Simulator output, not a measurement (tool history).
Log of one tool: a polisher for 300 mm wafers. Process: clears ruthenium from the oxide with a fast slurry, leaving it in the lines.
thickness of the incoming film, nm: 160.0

run	hour	flow of slurry (ml/min)	pressure of the wafer on the pad (psi)	speed of the pad under the wafer (cm/s)	abrasive content of the slurry	overpolish time after the end point (s)	time until the end point was called (s)	dishing of a wide line in a test structure (angstrom)
1	0.0	170	2.2	90	1.0	29	62.289	495.13
2	7.6	170	2.3	90	1.0	32	57.277	565.95
3	8.5	195	2.3	90	1.0	32	58.487	584.03
4	12.8	200	2.4	90	1.0	34	53.414	628.91
5	18.5	200	2.4	92	1.0	37	53.364	676.86
6	25.8	200	2.4	112	1.0	37	44.026	796.20

Forecast run 7:
7	29.6	200	2.4	112	1.0	39	?	?

time until the end point was called (s): 44.831
dishing of a wide line in a test structure (angstrom): 851.23
